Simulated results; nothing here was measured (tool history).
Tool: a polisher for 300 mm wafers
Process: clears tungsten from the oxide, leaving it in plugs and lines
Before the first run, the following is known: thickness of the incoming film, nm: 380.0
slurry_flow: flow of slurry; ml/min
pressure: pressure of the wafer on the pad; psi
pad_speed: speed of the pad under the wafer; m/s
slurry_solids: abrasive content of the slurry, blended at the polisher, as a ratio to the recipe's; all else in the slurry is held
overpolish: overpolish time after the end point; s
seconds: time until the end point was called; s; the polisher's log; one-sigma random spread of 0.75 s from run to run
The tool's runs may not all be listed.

Run 1, hour 0.0: slurry_flow 185 ml/min, pressure 3.1 psi, pad_speed 1.24 m/s, slurry_solids 1.0, overpolish 48 s. Result: seconds 80.775 s.
Run 2, hour 7.7: slurry_flow 185 ml/min, pressure 3.1 psi, pad_speed 1.24 m/s, slurry_solids 1.1, overpolish 48 s. Result: seconds 82.526 s.
Run 3, hour 9.2: slurry_flow 170 ml/min, pressure 3.1 psi, pad_speed 1.24 m/s, slurry_solids 1.1, overpolish 48 s. Result: seconds 81.141 s.
Run 4, hour 10.7: slurry_flow 170 ml/min, pressure 3.4 psi, pad_speed 1.24 m/s, slurry_solids 1.1, overpolish 48 s. Result: seconds 76.326 s.
Run 5, hour 18.0: slurry_flow 170 ml/min, pressure 3.4 psi, pad_speed 1.24 m/s, slurry_solids 1.1, overpolish 48 s. Result: seconds 76.235 s.
Run 6, hour 18.7: slurry_flow 170 ml/min, pressure 3.4 psi, pad_speed 1.50 m/s, slurry_solids 1.1, overpolish 48 s. Result: seconds 65.594 s.
Run 7, hour 25.7: slurry_flow 170 ml/min, pressure 3.6 psi, pad_speed 1.50 m/s, slurry_solids 1.1, overpolish 48 s. Result: seconds 61.674 s.
Run 8, hour 27.5: slurry_flow 170 ml/min, pressure 3.7 psi, pad_speed 1.50 m/s, slurry_solids 1.1, overpolish 48 s. Result: seconds 60.078 s.
Run 9, hour 29.5: slurry_flow 170 ml/min, pressure 3.8 psi, pad_speed 1.50 m/s, slurry_solids 1.1, overpolish 48 s. Result: seconds 59.614 s.
Run 10, hour 35.2: slurry_flow 170 ml/min, pressure 3.8 psi, pad_speed 1.50 m/s, slurry_solids 1.1, overpolish 48 s. Result: seconds 58.218 s.

Run 11, settings as shown, results not yet in. Your forecast:
Run 11, hour 41.0: slurry_flow 170 ml/min, pressure 3.9 psi, pad_speed 1.50 m/s, slurry_solids 1.1, overpolish 48 s. Result: seconds ?.

Logged for run 11: seconds 56.151 s.

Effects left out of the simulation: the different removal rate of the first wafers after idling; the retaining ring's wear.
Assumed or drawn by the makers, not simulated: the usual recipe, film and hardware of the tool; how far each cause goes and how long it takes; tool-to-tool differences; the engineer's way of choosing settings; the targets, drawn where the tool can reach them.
